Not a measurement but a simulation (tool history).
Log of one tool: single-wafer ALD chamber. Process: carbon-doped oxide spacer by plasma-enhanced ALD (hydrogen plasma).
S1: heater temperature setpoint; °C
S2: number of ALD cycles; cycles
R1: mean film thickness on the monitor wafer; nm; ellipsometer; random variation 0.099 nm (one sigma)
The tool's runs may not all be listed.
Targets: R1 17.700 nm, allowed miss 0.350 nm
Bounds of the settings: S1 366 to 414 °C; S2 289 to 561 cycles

{"run": 1, "hour": 0.0, "S1": 390, "S2": 425, "R1": 19.707}
{"run": 2, "hour": 2.5, "S1": 396, "S2": 425, "R1": 19.678}
{"run": 3, "hour": 11.1, "S1": 396, "S2": 419, "R1": 19.485}
{"run": 4, "hour": 15.2, "S1": 400, "S2": 419, "R1": 19.279}
{"run": 5, "hour": 19.2, "S1": 404, "S2": 419, "R1": 18.814}
{"run": 6, "hour": 27.1, "S1": 409, "S2": 419, "R1": 18.807}
{"run": 7, "hour": 29.5, "S1": 409, "S2": 419, "R1": 18.663}
{"run": 8, "hour": 36.1, "S1": 409, "S2": 417, "R1": 18.543}

Which of these 5 next moves meets every target?
{"run": "A", "hour": 42.7, "S1": 412, "S2": 456, "R1": "?"}
{"run": "B", "hour": 42.7, "S1": 409, "S2": 400, "R1": "?"}
{"run": "C", "hour": 42.7, "S1": 407, "S2": 418, "R1": "?"}
{"run": "D", "hour": 42.7, "S1": 396, "S2": 409, "R1": "?"}
{"run": "E", "hour": 42.7, "S1": 408, "S2": 420, "R1": "?"}

move=A R1=20.123
move=B R1=17.842
move=C R1=18.777
move=D R1=18.904
move=E R1=18.800
A: further off than the last run
B: meets every target
C: further off than the last run
D: further off than the last run
E: further off than the last run
The right move is B.
